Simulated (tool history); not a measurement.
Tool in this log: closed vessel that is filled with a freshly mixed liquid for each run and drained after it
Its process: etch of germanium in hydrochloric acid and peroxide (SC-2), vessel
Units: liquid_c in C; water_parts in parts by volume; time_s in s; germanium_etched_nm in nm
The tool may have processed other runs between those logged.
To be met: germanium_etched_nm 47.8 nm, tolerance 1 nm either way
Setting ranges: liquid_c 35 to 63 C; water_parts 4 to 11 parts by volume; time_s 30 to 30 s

run    day  liquid_c  water_parts  time_s  germanium_etched_nm
  1      0        47            6      30               69.357
  2  0.088        47            6      30               69.032
  3   0.45      43.5            6      30               62.525
  4  0.592      40.5            7      30               55.804
  5  0.654      40.5            7      30               55.125
  6  1.012        39            7      30               51.871
  7   1.05        38            7      30               50.754
  8    1.1      37.5            7      30               49.885

Next run, 4 choices. One meets every target within its allowed miss, the rest don't. Which?
  A  1.15        35            7      30                    ?
  B  1.15      36.5            9      30                    ?
  C  1.15        35            9      30                    ?
  D  1.15        35          6.5      30                    ?

move  germanium_etched_nm
   A               45.908
   B               47.764
   C               45.329
   D                46.03
A: moves the result that the last run missed by most past its target, out the other side
B: all results in spec
C: moves the result that the last run missed by most past its target, out the other side
D: moves the result that the last run missed by most past its target, out the other side
B is the move that brings every result within its allowed miss.
